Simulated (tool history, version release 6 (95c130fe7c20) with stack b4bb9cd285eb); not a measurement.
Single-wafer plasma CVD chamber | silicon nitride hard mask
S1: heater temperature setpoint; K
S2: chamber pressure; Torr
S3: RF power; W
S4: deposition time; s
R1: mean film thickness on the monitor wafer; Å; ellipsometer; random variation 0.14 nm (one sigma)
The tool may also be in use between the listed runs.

run 1 hour=0 | S1=658.15 S2=1.95 S3=315 S4=26.8 | R1=375.02
run 2 hour=2.1 | S1=658.15 S2=1.83 S3=315 S4=26.8 | R1=367.2
run 3 hour=7.6 | S1=658.15 S2=1.64 S3=310 S4=26.8 | R1=351.97
run 4 hour=15.2 | S1=658.15 S2=1.64 S3=310 S4=25.5 | R1=335.2
run 5 hour=21.1 | S1=663.15 S2=1.64 S3=310 S4=25.5 | R1=335
run 6 hour=24.8 | S1=663.15 S2=1.64 S3=345 S4=25.5 | R1=368.28
run 7 hour=27.6 | S1=663.15 S2=1.25 S3=315 S4=25.5 | R1=317.06

The next listed run, before its measurement:
run 8 hour=31.1 | S1=663.15 S2=1.3 S3=315 S4=25.5 | R1=?

{"run 8": {"R1": 321.36}}
